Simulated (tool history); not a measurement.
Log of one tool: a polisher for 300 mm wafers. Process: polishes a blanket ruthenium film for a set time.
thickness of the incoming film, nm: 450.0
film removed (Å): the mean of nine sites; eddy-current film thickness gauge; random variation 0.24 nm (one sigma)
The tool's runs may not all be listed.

run,day,flow of slurry (ml/min),pressure of the wafer on the pad (psi),speed of the pad under the wafer (m/s),polishing time (s),film removed (Å)
1,0.000,300,2.3,1.06,45,615.35
2,0.371,300,2.3,1.06,48,649.15
3,0.638,295,1.9,1.04,48,539.28
4,0.950,290,1.6,1.02,48,445.22
5,1.138,290,1.6,1.20,48,511.73
6,1.317,290,1.6,1.10,48,468.91
7,1.458,280,1.4,1.10,48,417.49
8,1.708,260,1.3,1.10,48,386.70
9,1.738,240,1.3,1.10,48,380.57

The next listed run, before its measurement:
10,1.871,215,1.0,1.10,48,?

Run 10 gave film removed (Å) 296.12.
